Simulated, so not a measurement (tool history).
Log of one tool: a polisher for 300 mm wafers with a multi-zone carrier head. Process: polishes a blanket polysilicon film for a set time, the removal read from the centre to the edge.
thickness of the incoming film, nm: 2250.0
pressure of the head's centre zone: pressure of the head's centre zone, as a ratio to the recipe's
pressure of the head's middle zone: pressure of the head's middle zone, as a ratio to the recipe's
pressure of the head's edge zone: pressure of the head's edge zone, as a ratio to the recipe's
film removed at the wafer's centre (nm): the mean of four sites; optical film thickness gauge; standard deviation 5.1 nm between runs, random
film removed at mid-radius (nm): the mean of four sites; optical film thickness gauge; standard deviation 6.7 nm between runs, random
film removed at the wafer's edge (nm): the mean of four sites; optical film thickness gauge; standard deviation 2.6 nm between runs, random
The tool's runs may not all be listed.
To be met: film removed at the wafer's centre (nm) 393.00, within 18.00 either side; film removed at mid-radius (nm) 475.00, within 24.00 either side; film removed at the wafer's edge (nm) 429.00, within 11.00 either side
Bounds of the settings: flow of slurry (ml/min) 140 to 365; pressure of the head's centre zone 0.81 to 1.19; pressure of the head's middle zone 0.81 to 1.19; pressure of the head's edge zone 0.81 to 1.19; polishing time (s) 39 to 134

run,day,flow of slurry (ml/min),pressure of the head's centre zone,pressure of the head's middle zone,pressure of the head's edge zone,polishing time (s),film removed at the wafer's centre (nm),film removed at mid-radius (nm),film removed at the wafer's edge (nm)
1,0.000,235,1.00,1.00,1.00,86,466.20,482.38,477.69
2,0.167,235,1.00,1.00,1.00,74,408.78,418.69,415.25
3,0.267,235,0.99,1.02,1.00,74,402.75,427.37,420.23
4,0.354,235,0.99,1.03,1.00,74,396.78,434.69,415.09
5,0.496,235,1.03,1.03,1.00,74,423.44,430.02,412.65
6,0.729,185,1.03,1.03,1.00,74,389.00,400.26,405.35
7,1.075,190,1.02,1.04,1.00,74,399.07,417.44,401.70
8,1.267,195,1.01,1.05,1.01,74,385.07,415.46,406.26
9,1.467,200,1.00,1.06,1.01,74,393.33,426.10,411.05
10,1.800,200,1.00,1.06,1.01,74,390.61,426.90,407.73
11,2.058,205,0.99,1.07,1.02,74,390.29,441.07,411.79
# day 2.254: slurry nozzle cleaned
12,2.254,210,0.98,1.07,1.03,74,412.75,457.12,435.75

Which of these 4 next moves meets every target?
A,2.450,230,1.02,1.04,1.01,76,?,?,?
B,2.450,165,0.93,0.94,1.10,77,?,?,?
C,2.450,285,1.02,1.11,1.01,72,?,?,?
D,2.450,245,0.90,1.10,0.99,74,?,?,?

move,film removed at the wafer's centre (nm),film removed at mid-radius (nm),film removed at the wafer's edge (nm)
A,432.39,459.97,444.25
B,379.73,404.36,450.82
C,422.03,473.06,428.99
D,382.34,474.10,430.81
A: misses by more than the last run did
B: the furthest-off result lands on target, but another misses its tolerance
C: misses by more than the last run did
D: each result inside its tolerance
The move that meets every target is D.
